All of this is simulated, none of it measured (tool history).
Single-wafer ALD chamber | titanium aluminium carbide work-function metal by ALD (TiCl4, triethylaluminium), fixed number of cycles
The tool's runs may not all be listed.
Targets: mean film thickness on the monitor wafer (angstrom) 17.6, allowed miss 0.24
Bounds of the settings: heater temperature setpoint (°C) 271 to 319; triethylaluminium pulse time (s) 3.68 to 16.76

run	hour	heater temperature setpoint (°C)	triethylaluminium pulse time (s)	mean film thickness on the monitor wafer (angstrom)
1	0	295	10.22	18.828
2	1.6	301	10.22	19.317
3	7.3	296	9.86	18.851
4	10	296	8.67	18.274
5	10.9	296	6.43	16.106
6	17.5	296	4.88	12.41
7	21.9	296	4.88	12.466
8	27.5	297	5.94	15.269
9	32.8	300	5.96	15.568

5 next moves are on the table. One of them brings every result within its allowed miss. Which?
A	38.1	306	7.97	?
B	38.1	300	7.89	?
C	38.1	311	6.61	?
D	38.1	303	7.87	?
E	38.1	305	7.51	?

move	mean film thickness on the monitor wafer (angstrom)
A	18.706
B	18.103
C	17.565
D	18.354
E	18.199
A: takes the result that was furthest off past its target
B: takes the result that was furthest off past its target
C: meets every target
D: takes the result that was furthest off past its target
E: takes the result that was furthest off past its target
The right move is C.
